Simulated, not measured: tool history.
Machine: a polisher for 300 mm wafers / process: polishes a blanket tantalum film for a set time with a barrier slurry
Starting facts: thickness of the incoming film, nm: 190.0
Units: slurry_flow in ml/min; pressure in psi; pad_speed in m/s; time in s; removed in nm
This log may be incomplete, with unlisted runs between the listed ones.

| run | hour | slurry_flow | pressure | pad_speed | slurry_solids | time | removed |
|---|---|---|---|---|---|---|---|
| 1 | 0.0 | 165 | 1.3 | 1.16 | 1.0 | 61 | 65.519 |
| 2 | 3.6 | 160 | 1.2 | 1.14 | 1.0 | 61 | 62.143 |
| 3 | 10.6 | 160 | 1.1 | 1.08 | 1.0 | 61 | 55.278 |
| 4 | 12.7 | 160 | 0.8 | 1.08 | 1.0 | 61 | 44.108 |
| 5 | 19.4 | 160 | 0.8 | 1.06 | 1.0 | 61 | 44.516 |
| 6 | 26.0 | 185 | 0.8 | 1.06 | 1.0 | 61 | 45.862 |
| 7 | 28.9 | 175 | 0.8 | 1.04 | 1.0 | 61 | 44.216 |
| 8 | 35.6 | 170 | 0.8 | 1.02 | 1.0 | 61 | 43.413 |
| 9 | 37.9 | 165 | 0.8 | 1.00 | 1.0 | 61 | 42.721 |

What does the tool deliver on the next run?
| 10 | 39.6 | 160 | 0.8 | 0.98 | 1.0 | 61 | ? |

{"run 10": {"removed": 41.877}}
